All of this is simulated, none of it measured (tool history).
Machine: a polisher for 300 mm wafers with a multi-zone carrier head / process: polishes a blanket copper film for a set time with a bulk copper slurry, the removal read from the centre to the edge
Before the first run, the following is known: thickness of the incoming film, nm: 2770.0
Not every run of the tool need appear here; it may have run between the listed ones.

run	hour	flow of slurry (ml/min)	pressure of the head's centre zone	pressure of the head's middle zone	pressure of the head's edge zone	abrasive content of the slurry	polishing time (s)	film removed at the wafer's centre (angstrom)	film removed at mid-radius (angstrom)	film removed at the wafer's edge (angstrom)
1	0	215	1	1	1	1	82	10770	11194	10807
2	1.4	245	1	1	1	1	82	11102	11187	10960
3	3.5	290	1	1	1	1	82	11323	11329	11014
4	11.3	280	0.96	1	0.98	0.9	82	10731	11181	11003
5	15.9	280	0.96	1	1.02	0.9	82	10907	11152	10967
6	18.1	280	0.96	1	1.02	0.7	82	10286	11005	10563
7	26.4	280	0.96	1	1.02	0.7	82	10376	10963	10641
8	29	280	0.96	1	1.02	0.7	82	10655	11024	10432

Run 9 comes next. What will it give?
9	36.2	220	0.86	1.05	1.01	0.5	81	?	?	?

{"run 9": {"film removed at the wafer's centre (angstrom)": 8631.4, "film removed at mid-radius (angstrom)": 10440, "film removed at the wafer's edge (angstrom)": 9742.3}}

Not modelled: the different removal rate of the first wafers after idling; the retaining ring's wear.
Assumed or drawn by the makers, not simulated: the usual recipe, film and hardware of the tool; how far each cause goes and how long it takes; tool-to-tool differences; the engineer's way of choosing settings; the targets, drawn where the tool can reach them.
